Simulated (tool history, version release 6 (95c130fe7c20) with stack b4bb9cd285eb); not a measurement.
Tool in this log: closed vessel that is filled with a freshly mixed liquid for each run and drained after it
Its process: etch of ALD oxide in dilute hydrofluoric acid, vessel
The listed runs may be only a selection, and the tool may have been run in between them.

run,hour,temperature setpoint of the liquid (K),parts of water to one part of 49 % hydrofluoric acid (parts by volume),time in the liquid (s),thickness taken off the ALD oxide on a monitor wafer (nm)
1,0.0,296.15,185,30,2.7703
2,5.0,299.15,185,30,3.1176
3,13.4,299.15,185,30,3.1131
4,19.4,298.15,185,30,3.0068
5,23.5,298.15,185,30,2.9971
# hour 31.6: thermometer replaced
6,31.6,301.65,185,30,3.7318
7,34.2,300.65,185,30,3.6116
8,36.0,299.65,185,30,3.4372
9,43.9,295.65,205,30,2.6941
10,45.9,295.15,210,30,2.5873
11,53.6,294.65,210,30,2.4918
12,56.2,294.15,210,30,2.4795

Estimate the outcome of run 13 from the log above:
13,63.4,290.15,220,30,?

thickness taken off the ALD oxide on a monitor wafer (nm): 1.9505
